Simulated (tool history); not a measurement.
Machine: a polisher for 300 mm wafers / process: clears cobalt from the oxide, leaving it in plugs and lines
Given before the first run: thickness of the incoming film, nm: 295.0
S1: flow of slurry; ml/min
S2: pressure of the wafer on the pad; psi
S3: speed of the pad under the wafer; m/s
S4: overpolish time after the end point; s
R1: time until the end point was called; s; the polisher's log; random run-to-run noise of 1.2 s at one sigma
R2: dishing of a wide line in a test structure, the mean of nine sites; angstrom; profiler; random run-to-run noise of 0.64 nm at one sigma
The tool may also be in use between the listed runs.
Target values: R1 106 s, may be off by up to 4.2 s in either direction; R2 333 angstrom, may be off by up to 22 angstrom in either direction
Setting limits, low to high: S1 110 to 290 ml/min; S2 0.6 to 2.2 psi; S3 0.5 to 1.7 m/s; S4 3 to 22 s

run  hour   S1   S2    S3  S4      R1      R2
  1     0  185  1.4   1.1  11  68.086  347.68
  2   6.7  185  1.4  0.96  11  79.083  308.79
  3  10.6  185  1.4  0.96   6  78.651  199.78
  4  18.7  185  1.4  0.96   8  78.076  253.06
  5  24.4  185  1.4  0.96  13  79.674   354.9
  6    32  185  1.3  0.96  13  83.706  339.04
  7  34.4  185  1.2  0.96  14   91.02  333.29
  8  41.2  180  1.1  0.96  15  99.258  321.87

Below are 5 possible settings for the next run. Only one of them brings all results inside the allowed miss of their targets. Which is it?
  A    48  195  1.1  0.88  20   ?   ?
  B    48  150  1.2  0.84  19   ?   ?
  C    48  195  1.1  0.96  15   ?   ?
  D    48  220    1  0.98  16   ?   ?
  E    48  225  1.2  0.94  13   ?   ?

move      R1      R2
   A  107.13  373.43
   B  105.72  364.79
   C  98.508  328.26
   D  104.65  329.39
   E  91.234  313.83
A: meets the target for the result that was furthest off, but another lies outside its allowed miss
B: meets the target for the result that was furthest off, but another lies outside its allowed miss
C: lands further from the targets than the last run did
D: every result within its allowed miss
E: lands further from the targets than the last run did
Move D is the one to make.

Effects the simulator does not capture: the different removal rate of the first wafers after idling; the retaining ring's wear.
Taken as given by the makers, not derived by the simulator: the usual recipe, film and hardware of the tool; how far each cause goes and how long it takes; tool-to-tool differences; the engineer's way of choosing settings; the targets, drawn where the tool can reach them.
